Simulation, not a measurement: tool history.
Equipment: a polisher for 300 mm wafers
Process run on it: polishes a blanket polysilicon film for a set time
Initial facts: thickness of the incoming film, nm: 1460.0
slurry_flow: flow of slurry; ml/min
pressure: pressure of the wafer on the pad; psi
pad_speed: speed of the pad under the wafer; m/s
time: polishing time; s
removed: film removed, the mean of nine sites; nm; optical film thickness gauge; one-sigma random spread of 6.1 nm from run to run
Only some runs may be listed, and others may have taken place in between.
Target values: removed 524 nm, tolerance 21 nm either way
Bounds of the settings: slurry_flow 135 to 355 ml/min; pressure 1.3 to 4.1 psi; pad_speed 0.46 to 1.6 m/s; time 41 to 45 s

| run | hour | slurry_flow | pressure | pad_speed | time | removed |
|---|---|---|---|---|---|---|
| 1 | 0 | 225 | 2.7 | 1.02 | 45 | 369.84 |
| 2 | 6.5 | 225 | 2.8 | 1.02 | 45 | 385.03 |
| 3 | 14.1 | 225 | 2.8 | 1.02 | 45 | 382.66 |
| 4 | 16.1 | 225 | 2.8 | 1.02 | 41 | 348.68 |
| 5 | 22.8 | 225 | 2.9 | 1.02 | 41 | 373.95 |
| 6 | 29.8 | 225 | 2.9 | 1.02 | 45 | 400.45 |
| 7 | 36.3 | 225 | 3 | 1.02 | 45 | 418.32 |
| 8 | 40.4 | 225 | 3.1 | 1.02 | 45 | 426.01 |
| 9 | 45 | 225 | 3.2 | 1.02 | 45 | 436.84 |
| 10 | 52 | 225 | 3.2 | 1.02 | 45 | 444.56 |
| 11 | 54.5 | 225 | 3.2 | 1.02 | 45 | 448.86 |
| 12 | 62.9 | 225 | 3.4 | 1.02 | 45 | 470.26 |
| 13 | 70.1 | 225 | 3.6 | 1.02 | 45 | 495.26 |

Next run, 5 choices. One meets every target within its allowed miss, the rest don't. Which?
| A | 77.3 | 215 | 3.9 | 1 | 45 | ? |
| B | 77.3 | 225 | 3.4 | 1.04 | 45 | ? |
| C | 77.3 | 245 | 3.3 | 1.04 | 45 | ? |
| D | 77.3 | 185 | 3.7 | 1.06 | 41 | ? |
| E | 77.3 | 200 | 3.4 | 1.04 | 44 | ? |

| move | removed |
|---|---|
| A | 516.01 |
| B | 471.19 |
| C | 461.91 |
| D | 463.76 |
| E | 454.35 |
A: each result inside its tolerance
B: the biggest miss grows against the last run
C: the biggest miss grows against the last run
D: the biggest miss grows against the last run
E: the biggest miss grows against the last run
A is the move that brings every result within its allowed miss.
